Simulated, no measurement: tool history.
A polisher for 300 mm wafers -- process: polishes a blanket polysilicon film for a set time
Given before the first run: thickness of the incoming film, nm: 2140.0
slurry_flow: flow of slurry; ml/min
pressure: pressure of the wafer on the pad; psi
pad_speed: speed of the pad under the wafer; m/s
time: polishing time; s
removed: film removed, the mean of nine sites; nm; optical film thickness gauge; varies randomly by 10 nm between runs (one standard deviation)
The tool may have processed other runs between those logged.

{"run": 1, "hour": 0.0, "slurry_flow": 145, "pressure": 3.3, "pad_speed": 0.88, "time": 65, "removed": 471.26}
{"run": 2, "hour": 3.6, "slurry_flow": 170, "pressure": 3.3, "pad_speed": 0.88, "time": 65, "removed": 495.26}
{"run": 3, "hour": 5.4, "slurry_flow": 170, "pressure": 3.7, "pad_speed": 0.88, "time": 65, "removed": 562.74}
{"run": 4, "hour": 13.1, "slurry_flow": 170, "pressure": 3.8, "pad_speed": 0.88, "time": 65, "removed": 571.77}
{"run": 5, "hour": 16.2, "slurry_flow": 200, "pressure": 3.8, "pad_speed": 0.88, "time": 65, "removed": 567.1}
{"run": 6, "hour": 24.6, "slurry_flow": 200, "pressure": 3.8, "pad_speed": 0.88, "time": 65, "removed": 573.79}
{"run": 7, "hour": 27.1, "slurry_flow": 200, "pressure": 3.9, "pad_speed": 0.88, "time": 65, "removed": 585.38}

For run 8, what comes out?
{"run": 8, "hour": 30.7, "slurry_flow": 200, "pressure": 4.0, "pad_speed": 0.88, "time": 65, "removed": "?"}

Run 8 yielded removed 607.10 nm.

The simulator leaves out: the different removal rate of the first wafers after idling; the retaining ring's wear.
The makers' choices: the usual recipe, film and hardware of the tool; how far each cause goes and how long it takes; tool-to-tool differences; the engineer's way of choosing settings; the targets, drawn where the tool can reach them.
